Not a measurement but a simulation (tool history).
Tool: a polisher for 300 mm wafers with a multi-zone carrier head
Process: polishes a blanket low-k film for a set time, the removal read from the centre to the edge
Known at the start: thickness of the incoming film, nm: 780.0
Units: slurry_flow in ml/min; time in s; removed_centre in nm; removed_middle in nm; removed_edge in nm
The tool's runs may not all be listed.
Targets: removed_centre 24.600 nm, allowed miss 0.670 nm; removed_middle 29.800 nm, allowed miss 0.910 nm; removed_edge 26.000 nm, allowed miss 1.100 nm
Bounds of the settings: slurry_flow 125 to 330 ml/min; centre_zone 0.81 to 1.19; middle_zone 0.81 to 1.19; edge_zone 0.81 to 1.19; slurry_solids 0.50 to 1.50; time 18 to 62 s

run 1 hour=0.0 | slurry_flow=210 centre_zone=1.00 middle_zone=1.00 edge_zone=1.00 slurry_solids=1.00 time=40 | removed_centre=25.888 removed_middle=25.105 removed_edge=23.950
run 2 hour=6.3 | slurry_flow=210 centre_zone=1.00 middle_zone=1.00 edge_zone=1.00 slurry_solids=0.85 time=40 | removed_centre=24.266 removed_middle=23.617 removed_edge=22.860
run 3 hour=14.4 | slurry_flow=210 centre_zone=1.00 middle_zone=0.97 edge_zone=1.00 slurry_solids=0.85 time=40 | removed_centre=24.311 removed_middle=23.069 removed_edge=22.790
run 4 hour=16.3 | slurry_flow=210 centre_zone=1.00 middle_zone=0.97 edge_zone=1.00 slurry_solids=0.95 time=40 | removed_centre=25.144 removed_middle=24.140 removed_edge=24.037
run 5 hour=23.8 | slurry_flow=210 centre_zone=1.00 middle_zone=0.93 edge_zone=1.00 slurry_solids=0.95 time=40 | removed_centre=25.138 removed_middle=23.331 removed_edge=24.557
run 6 hour=31.1 | slurry_flow=165 centre_zone=1.00 middle_zone=0.93 edge_zone=1.00 slurry_solids=0.95 time=40 | removed_centre=24.043 removed_middle=22.500 removed_edge=23.039
run 7 hour=34.1 | slurry_flow=180 centre_zone=0.98 middle_zone=0.96 edge_zone=1.01 slurry_solids=0.95 time=40 | removed_centre=23.996 removed_middle=23.379 removed_edge=23.774
run 8 hour=34.9 | slurry_flow=190 centre_zone=0.97 middle_zone=0.99 edge_zone=1.02 slurry_solids=0.95 time=40 | removed_centre=24.190 removed_middle=23.761 removed_edge=23.406
run 9 hour=41.9 | slurry_flow=200 centre_zone=0.95 middle_zone=1.01 edge_zone=1.02 slurry_solids=1.00 time=40 | removed_centre=24.480 removed_middle=24.868 removed_edge=24.585
run 10 hour=44.0 | slurry_flow=205 centre_zone=0.94 middle_zone=1.03 edge_zone=1.02 slurry_solids=1.00 time=40 | removed_centre=24.297 removed_middle=25.196 removed_edge=24.736
run 11 hour=49.1 | slurry_flow=265 centre_zone=0.90 middle_zone=1.13 edge_zone=1.02 slurry_solids=1.05 time=40 | removed_centre=24.383 removed_middle=28.396 removed_edge=25.672
run 12 hour=52.0 | slurry_flow=265 centre_zone=0.90 middle_zone=1.14 edge_zone=1.02 slurry_solids=1.05 time=40 | removed_centre=24.122 removed_middle=29.002 removed_edge=25.539

4 next moves are on the table. One of them brings every result within its allowed miss. Which?
run A hour=54.9 | slurry_flow=270 centre_zone=0.89 middle_zone=1.16 edge_zone=1.00 slurry_solids=1.05 time=41 | removed_centre=? removed_middle=? removed_edge=?
run B hour=54.9 | slurry_flow=265 centre_zone=0.87 middle_zone=1.19 edge_zone=0.93 slurry_solids=0.90 time=42 | removed_centre=? removed_middle=? removed_edge=?
run C hour=54.9 | slurry_flow=300 centre_zone=0.87 middle_zone=1.19 edge_zone=1.03 slurry_solids=1.30 time=36 | removed_centre=? removed_middle=? removed_edge=?
run D hour=54.9 | slurry_flow=250 centre_zone=0.85 middle_zone=1.05 edge_zone=1.04 slurry_solids=1.20 time=39 | removed_centre=? removed_middle=? removed_edge=?

move=A removed_centre=24.944 removed_middle=30.201 removed_edge=26.256
move=B removed_centre=23.443 removed_middle=29.583 removed_edge=24.420
move=C removed_centre=23.459 removed_middle=29.560 removed_edge=25.514
move=D removed_centre=23.574 removed_middle=27.931 removed_edge=26.610
A: meets every target
B: brings the result that was furthest off to its target, and leaves another outside
C: brings the result that was furthest off to its target, and leaves another outside
D: further off than the last run
Move A is the one to make.
